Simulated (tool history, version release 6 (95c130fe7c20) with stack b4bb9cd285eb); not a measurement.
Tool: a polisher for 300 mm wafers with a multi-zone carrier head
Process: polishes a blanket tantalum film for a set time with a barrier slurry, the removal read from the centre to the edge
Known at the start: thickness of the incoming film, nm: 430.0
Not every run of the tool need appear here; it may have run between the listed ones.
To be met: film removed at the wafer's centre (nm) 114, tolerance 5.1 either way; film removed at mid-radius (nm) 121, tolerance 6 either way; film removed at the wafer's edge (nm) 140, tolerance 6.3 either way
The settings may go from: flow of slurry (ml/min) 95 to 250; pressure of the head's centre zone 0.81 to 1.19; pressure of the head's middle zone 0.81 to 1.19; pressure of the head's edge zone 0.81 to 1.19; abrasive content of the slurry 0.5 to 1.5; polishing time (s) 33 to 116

run	hour	flow of slurry (ml/min)	pressure of the head's centre zone	pressure of the head's middle zone	pressure of the head's edge zone	abrasive content of the slurry	polishing time (s)	film removed at the wafer's centre (nm)	film removed at mid-radius (nm)	film removed at the wafer's edge (nm)
1	0	160	1	1	1	1	74	103.84	102.37	109.03
2	8.7	165	0.98	1	1.04	1.1	75	104.59	108.75	114.07
3	14.1	165	0.97	0.97	1.07	1.2	77	109.93	110.49	121.06
4	21	165	0.97	0.91	1.07	1.2	77	107.88	104.81	122.06
5	24.3	165	1.04	0.91	1.07	1.2	77	116.08	104.66	121.83
6	31.2	165	1.04	0.86	1.07	1.2	77	113.62	99.625	121.92
7	33.9	170	1.01	0.88	1.09	1.25	78	115.03	103.49	125.25
8	40.1	165	0.98	0.89	1.1	1.3	79	114.37	104.81	130.58
9	46.9	170	0.96	0.92	1.11	1.3	79	109.84	113.38	130.01
10	51	170	0.96	0.92	1.12	1.35	79	111.23	109.72	131.23

Below are 4 possible settings for the next run. Only one of them brings all results inside the allowed miss of their targets. Which is it?
A	55.1	170	0.85	0.86	1.09	1.45	90	?	?	?
B	55.1	185	1.01	0.92	1.12	1.3	75	?	?	?
C	55.1	230	0.91	0.94	1.12	1.5	80	?	?	?
D	55.1	175	0.98	0.81	1.09	1.5	83	?	?	?

move	film removed at the wafer's centre (nm)	film removed at mid-radius (nm)	film removed at the wafer's edge (nm)
A	115.96	120.94	147.47
B	113.84	105.15	122.46
C	115.84	120.74	137.1
D	124.85	107.25	137.4
A: the furthest-off result lands on target, but another misses its tolerance
B: misses by more than the last run did
C: meets every target
D: misses by more than the last run did
Answer: C
